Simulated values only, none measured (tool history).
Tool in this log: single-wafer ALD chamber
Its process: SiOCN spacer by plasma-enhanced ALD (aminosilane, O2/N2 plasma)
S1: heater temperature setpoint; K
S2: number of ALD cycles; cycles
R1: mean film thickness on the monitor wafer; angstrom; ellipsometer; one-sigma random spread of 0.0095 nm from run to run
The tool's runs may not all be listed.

| run | hour | S1 | S2 | R1 |
|---|---|---|---|---|
| 1 | 0.0 | 683.15 | 90 | 54.413 |
| 2 | 3.5 | 688.15 | 85 | 50.532 |
| 3 | 6.1 | 692.15 | 82 | 48.048 |
| 4 | 10.7 | 695.15 | 80 | 46.574 |
| 5 | 13.0 | 697.15 | 78 | 44.787 |
| 6 | 19.5 | 703.15 | 78 | 43.947 |
| 7 | 22.2 | 704.15 | 77 | 43.252 |
| 8 | 28.3 | 705.15 | 76 | 42.305 |

Estimate the outcome of run 9 from the log above:
| 9 | 36.3 | 706.15 | 75 | ? |

R1: 41.774 angstrom
